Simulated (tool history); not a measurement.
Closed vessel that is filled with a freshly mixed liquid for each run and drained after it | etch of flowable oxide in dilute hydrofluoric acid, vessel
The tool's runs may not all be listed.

run	hour	temperature setpoint of the liquid (C)	parts of water to one part of 49 % hydrofluoric acid (parts by volume)	time in the liquid (s)	thickness taken off the flowable oxide on a monitor wafer (Å)
1	0	20	55	30	138.72
2	1.4	20	55	30	138.24
3	9.1	22	50	30	167.33
4	17.8	23.5	50	30	178.03
5	19.9	23.5	50	30	177.81
6	22.1	21.5	50	30	162.35
7	28	23	45	30	193.71
8	30.3	24	40	30	233.27

The next listed run, before its measurement:
9	38	25	35	30	?

{"run 9": {"thickness taken off the flowable oxide on a monitor wafer (Å)": 275.79}}
